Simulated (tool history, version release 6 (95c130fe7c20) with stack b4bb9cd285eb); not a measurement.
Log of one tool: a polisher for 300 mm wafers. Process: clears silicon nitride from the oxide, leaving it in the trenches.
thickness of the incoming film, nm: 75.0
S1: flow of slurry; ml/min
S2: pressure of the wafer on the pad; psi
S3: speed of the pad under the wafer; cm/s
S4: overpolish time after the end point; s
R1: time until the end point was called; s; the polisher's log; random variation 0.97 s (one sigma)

run  hour   S1   S2   S3  S4      R1
  1     0  155  1.9  110   9   92.21
  2   8.5  155  1.9  110   9  93.278
  3  14.8  155    2  110   9  84.362
  4    16  130    2  110   9  88.232
  5  21.7  130  2.1  110   9  83.239
  6  27.5  130  1.6  110   9  108.38
  7  30.7  130  1.7  110   9  105.36
  8  36.2  130  1.8  110   9  98.644
  9  37.6  130  1.9  110   9   92.35
 10  40.1  130    2  110   9  90.738

Run 11 comes next. What will it give?
 11  45.6  135  2.1  110   9   ?

{"run 11": {"R1": 82.235}}
